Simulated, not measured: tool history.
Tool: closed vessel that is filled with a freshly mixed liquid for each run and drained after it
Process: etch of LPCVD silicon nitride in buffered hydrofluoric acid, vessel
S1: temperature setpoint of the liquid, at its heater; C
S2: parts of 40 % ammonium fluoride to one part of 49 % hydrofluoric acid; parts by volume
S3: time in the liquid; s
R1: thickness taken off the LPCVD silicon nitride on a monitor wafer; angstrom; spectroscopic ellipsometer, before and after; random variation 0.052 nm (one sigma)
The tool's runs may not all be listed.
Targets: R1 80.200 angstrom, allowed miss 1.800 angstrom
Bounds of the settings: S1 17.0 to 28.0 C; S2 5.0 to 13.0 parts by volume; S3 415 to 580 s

run    day    S1   S2   S3       R1
  1  0.000  20.0  8.0  580   89.666
  2  0.254  20.0  8.0  415   62.462
  3  0.454  21.0  8.0  415   67.443
  4  0.588  22.0  8.0  415   71.290
  5  0.696  22.0  8.0  580   99.851
  6  0.862  22.0  6.5  580  122.400
  7  1.096  21.0  6.5  580  115.550
  8  1.167  20.0  6.5  580  109.030
  9  1.229  19.5  6.5  580  106.430
 10  1.625  17.0  8.0  575   74.391

5 next moves are on the table. One of them brings every result within its allowed miss. Which?
  A  2.021  17.0  7.0  465   ?
  B  2.021  17.0  7.5  550   ?
  C  2.021  17.0  6.0  475   ?
  D  2.021  18.0  7.5  525   ?
  E  2.021  17.5  7.5  475   ?

move      R1
   A  69.291
   B  76.069
   C  80.917
   D  76.862
   E  67.595
A: further off than the last run
B: nearer than the last run, and not there yet
C: meets every target
D: nearer than the last run, and not there yet
E: further off than the last run
Answer: C
